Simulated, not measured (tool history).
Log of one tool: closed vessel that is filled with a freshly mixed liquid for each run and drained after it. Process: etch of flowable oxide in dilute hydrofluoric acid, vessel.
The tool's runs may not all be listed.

| run | hour | temperature setpoint of the liquid (K) | parts of water to one part of 49 % hydrofluoric acid (parts by volume) | time in the liquid (s) | thickness taken off the flowable oxide on a monitor wafer (nm) |
|---|---|---|---|---|---|
| 1 | 0.0 | 295.15 | 200 | 105 | 15.534 |
| 2 | 1.4 | 295.15 | 150 | 105 | 22.239 |
| 3 | 6.9 | 295.15 | 150 | 110 | 22.917 |
| 4 | 11.0 | 298.15 | 150 | 110 | 25.786 |
| 5 | 12.2 | 298.15 | 150 | 110 | 25.437 |
| 6 | 16.4 | 298.15 | 150 | 110 | 25.760 |
| 7 | 19.6 | 296.65 | 185 | 110 | 19.385 |
| 8 | 23.3 | 295.15 | 210 | 110 | 15.589 |
| 9 | 31.0 | 294.15 | 225 | 110 | 13.847 |
| 10 | 32.4 | 293.15 | 235 | 110 | 12.488 |
| 11 | 33.7 | 292.65 | 245 | 110 | 11.735 |
| 12 | 37.7 | 292.15 | 255 | 110 | 11.106 |

Forecast run 13:
| 13 | 42.1 | 291.65 | 260 | 110 | ? |

thickness taken off the flowable oxide on a monitor wafer (nm): 10.442
